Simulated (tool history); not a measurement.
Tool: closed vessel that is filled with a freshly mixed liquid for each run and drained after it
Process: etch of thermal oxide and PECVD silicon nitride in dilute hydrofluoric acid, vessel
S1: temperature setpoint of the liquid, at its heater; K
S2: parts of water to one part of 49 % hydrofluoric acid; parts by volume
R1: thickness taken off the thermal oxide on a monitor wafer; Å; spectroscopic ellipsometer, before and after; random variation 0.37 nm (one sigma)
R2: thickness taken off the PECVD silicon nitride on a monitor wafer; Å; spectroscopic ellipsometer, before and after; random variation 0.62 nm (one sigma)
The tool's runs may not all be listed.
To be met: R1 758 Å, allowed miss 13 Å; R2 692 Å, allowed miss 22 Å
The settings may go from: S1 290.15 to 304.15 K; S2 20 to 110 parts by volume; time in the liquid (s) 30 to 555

run 1 hour=0 | S1=296.15 S2=60 time_in_the_liquid_(s)=285 | R1=234.65 R2=192.41
run 2 hour=5.6 | S1=297.15 S2=55 time_in_the_liquid_(s)=290 | R1=273.37 R2=228.41
run 3 hour=10.7 | S1=297.15 S2=55 time_in_the_liquid_(s)=220 | R1=205.78 R2=171.52
run 4 hour=11.7 | S1=297.15 S2=55 time_in_the_liquid_(s)=145 | R1=136.75 R2=114.35
run 5 hour=18.9 | S1=295.15 S2=55 time_in_the_liquid_(s)=145 | R1=125.82 R2=99.225
run 6 hour=24 | S1=296.15 S2=50 time_in_the_liquid_(s)=165 | R1=165.45 R2=132.98
run 7 hour=27.4 | S1=300.15 S2=25 time_in_the_liquid_(s)=300 | R1=725.12 R2=612.32
run 8 hour=33.7 | S1=300.65 S2=25 time_in_the_liquid_(s)=300 | R1=739.81 R2=650.56
run 9 hour=34.4 | S1=301.15 S2=25 time_in_the_liquid_(s)=300 | R1=756.11 R2=660.19
run 10 hour=42.1 | S1=301.65 S2=25 time_in_the_liquid_(s)=300 | R1=773.27 R2=680.15
run 11 hour=46.7 | S1=302.15 S2=25 time_in_the_liquid_(s)=300 | R1=790.24 R2=713.5

Which of these 5 next moves meets every target?
run A hour=51.3 | S1=300.65 S2=25 time_in_the_liquid_(s)=335 | R1=? R2=?
run B hour=51.3 | S1=300.65 S2=20 time_in_the_liquid_(s)=240 | R1=? R2=?
run C hour=51.3 | S1=303.65 S2=20 time_in_the_liquid_(s)=215 | R1=? R2=?
run D hour=51.3 | S1=302.65 S2=20 time_in_the_liquid_(s)=245 | R1=? R2=?
run E hour=51.3 | S1=299.65 S2=20 time_in_the_liquid_(s)=275 | R1=? R2=?

move=A R1=830.79 R2=710.6
move=B R1=749.08 R2=629.95
move=C R1=758.53 R2=688.45
move=D R1=830.02 R2=734.55
move=E R1=823.49 R2=674.91
A: further off than the last run
B: brings the result that was furthest off to its target, and leaves another outside
C: meets every target
D: further off than the last run
E: further off than the last run
Move C is the one to make.
